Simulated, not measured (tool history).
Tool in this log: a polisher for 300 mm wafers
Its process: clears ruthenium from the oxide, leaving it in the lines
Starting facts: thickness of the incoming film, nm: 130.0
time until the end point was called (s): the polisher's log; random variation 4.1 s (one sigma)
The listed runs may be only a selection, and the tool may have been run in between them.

run	hour	flow of slurry (ml/min)	pressure of the wafer on the pad (psi)	speed of the pad under the wafer (m/s)	overpolish time after the end point (s)	time until the end point was called (s)
1	0	195	1.8	0.88	37	168.37
2	7.3	195	1.8	0.88	37	167.23
3	13.6	195	1.8	0.88	37	168.18
4	14.2	195	1.8	0.78	37	190.22
5	20	195	2.2	0.78	37	155.23
6	28.3	195	1.9	0.76	37	189.05
# hour 33.5: head pressure recalibrated
7	33.5	195	1.7	0.76	37	201.21

What will run 8 give?
8	34.5	195	1.6	0.74	37	?

Run 8 yielded time until the end point was called (s) 212.19.
